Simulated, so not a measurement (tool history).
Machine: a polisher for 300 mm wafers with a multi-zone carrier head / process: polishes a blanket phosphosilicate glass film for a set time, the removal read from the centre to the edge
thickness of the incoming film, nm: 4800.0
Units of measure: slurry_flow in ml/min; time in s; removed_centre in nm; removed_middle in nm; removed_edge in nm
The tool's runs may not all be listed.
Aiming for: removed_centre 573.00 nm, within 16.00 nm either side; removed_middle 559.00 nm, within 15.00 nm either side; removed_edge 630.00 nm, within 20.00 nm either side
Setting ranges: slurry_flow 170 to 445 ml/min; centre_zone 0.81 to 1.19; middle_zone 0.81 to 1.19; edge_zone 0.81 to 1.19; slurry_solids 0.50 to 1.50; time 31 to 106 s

{"run": 1, "day": 0.0, "slurry_flow": 285, "centre_zone": 1.0, "middle_zone": 1.0, "edge_zone": 1.0, "slurry_solids": 1.0, "time": 68, "removed_centre": 455.21, "removed_middle": 467.74, "removed_edge": 452.79}
{"run": 2, "day": 0.346, "slurry_flow": 285, "centre_zone": 1.0, "middle_zone": 0.99, "edge_zone": 1.04, "slurry_solids": 1.1, "time": 68, "removed_centre": 478.14, "removed_middle": 482.79, "removed_edge": 491.91}
{"run": 3, "day": 0.438, "slurry_flow": 230, "centre_zone": 1.0, "middle_zone": 0.99, "edge_zone": 1.04, "slurry_solids": 1.1, "time": 68, "removed_centre": 458.63, "removed_middle": 476.88, "removed_edge": 482.61}
{"run": 4, "day": 0.558, "slurry_flow": 230, "centre_zone": 0.94, "middle_zone": 0.99, "edge_zone": 1.04, "slurry_solids": 1.1, "time": 68, "removed_centre": 436.09, "removed_middle": 469.68, "removed_edge": 478.08}
{"run": 5, "day": 0.896, "slurry_flow": 230, "centre_zone": 0.94, "middle_zone": 0.96, "edge_zone": 1.04, "slurry_solids": 1.1, "time": 68, "removed_centre": 436.15, "removed_middle": 461.91, "removed_edge": 484.37}
{"run": 6, "day": 1.088, "slurry_flow": 230, "centre_zone": 0.94, "middle_zone": 0.96, "edge_zone": 1.04, "slurry_solids": 1.1, "time": 54, "removed_centre": 352.56, "removed_middle": 364.37, "removed_edge": 382.08}
{"run": 7, "day": 1.208, "slurry_flow": 235, "centre_zone": 0.96, "middle_zone": 0.96, "edge_zone": 1.07, "slurry_solids": 1.2, "time": 57, "removed_centre": 389.7, "removed_middle": 403.44, "removed_edge": 433.55}
{"run": 8, "day": 1.429, "slurry_flow": 295, "centre_zone": 1.06, "middle_zone": 1.01, "edge_zone": 1.17, "slurry_solids": 1.45, "time": 66, "removed_centre": 565.57, "removed_middle": 538.89, "removed_edge": 570.02}

Which of these 5 next moves meets every target?
{"run": "A", "day": 1.65, "slurry_flow": 325, "centre_zone": 1.12, "middle_zone": 1.09, "edge_zone": 0.97, "slurry_solids": 1.5, "time": 59, "removed_centre": "?", "removed_middle": "?", "removed_edge": "?"}
{"run": "B", "day": 1.65, "slurry_flow": 275, "centre_zone": 1.0, "middle_zone": 0.94, "edge_zone": 1.19, "slurry_solids": 1.4, "time": 74, "removed_centre": "?", "removed_middle": "?", "removed_edge": "?"}
{"run": "C", "day": 1.65, "slurry_flow": 310, "centre_zone": 1.15, "middle_zone": 1.04, "edge_zone": 1.13, "slurry_solids": 1.5, "time": 58, "removed_centre": "?", "removed_middle": "?", "removed_edge": "?"}
{"run": "D", "day": 1.65, "slurry_flow": 295, "centre_zone": 0.98, "middle_zone": 0.95, "edge_zone": 1.16, "slurry_solids": 1.2, "time": 75, "removed_centre": "?", "removed_middle": "?", "removed_edge": "?"}
{"run": "E", "day": 1.65, "slurry_flow": 220, "centre_zone": 1.02, "middle_zone": 0.92, "edge_zone": 1.19, "slurry_solids": 1.45, "time": 71, "removed_centre": "?", "removed_middle": "?", "removed_edge": "?"}

move=A removed_centre=544.33 removed_middle=531.37 removed_edge=484.23
move=B removed_centre=580.81 removed_middle=562.55 removed_edge=630.88
move=C removed_centre=546.56 removed_middle=499.39 removed_edge=502.13
move=D removed_centre=544.18 removed_middle=542.30 removed_edge=595.49
move=E removed_centre=558.12 removed_middle=522.14 removed_edge=600.73
A: its largest miss is bigger than the last run's
B: meets every target
C: its largest miss is bigger than the last run's
D: an improvement on the last run, though not all results are within tolerance
E: an improvement on the last run, though not all results are within tolerance
Go with B: it meets all targets.
